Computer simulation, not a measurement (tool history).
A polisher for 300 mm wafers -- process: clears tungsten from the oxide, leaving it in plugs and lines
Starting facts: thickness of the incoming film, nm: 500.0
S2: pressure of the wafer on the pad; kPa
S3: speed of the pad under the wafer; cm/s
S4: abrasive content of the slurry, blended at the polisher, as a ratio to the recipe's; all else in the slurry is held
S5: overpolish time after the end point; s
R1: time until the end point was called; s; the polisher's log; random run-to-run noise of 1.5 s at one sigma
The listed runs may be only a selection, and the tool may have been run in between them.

run 1 hour=0 | flow_of_slurry_(ml/min)=225 S2=21.4 S3=96 S4=1 S5=41 | R1=128.95
run 2 hour=7.1 | flow_of_slurry_(ml/min)=225 S2=21.4 S3=96 S4=1.15 S5=41 | R1=124.63
run 3 hour=9.9 | flow_of_slurry_(ml/min)=225 S2=20.7 S3=96 S4=1.15 S5=41 | R1=127.98
run 4 hour=17.5 | flow_of_slurry_(ml/min)=225 S2=26.2 S3=96 S4=1.15 S5=41 | R1=102.41
run 5 hour=23.1 | flow_of_slurry_(ml/min)=225 S2=26.2 S3=84 S4=1.15 S5=41 | R1=118.15
run 6 hour=26.2 | flow_of_slurry_(ml/min)=250 S2=26.2 S3=84 S4=1.15 S5=41 | R1=116.09

Run 7 is up next; what results do you expect?
run 7 hour=33.6 | flow_of_slurry_(ml/min)=250 S2=26.2 S3=84 S4=1.15 S5=41 | R1=?

R1: 114.6 s

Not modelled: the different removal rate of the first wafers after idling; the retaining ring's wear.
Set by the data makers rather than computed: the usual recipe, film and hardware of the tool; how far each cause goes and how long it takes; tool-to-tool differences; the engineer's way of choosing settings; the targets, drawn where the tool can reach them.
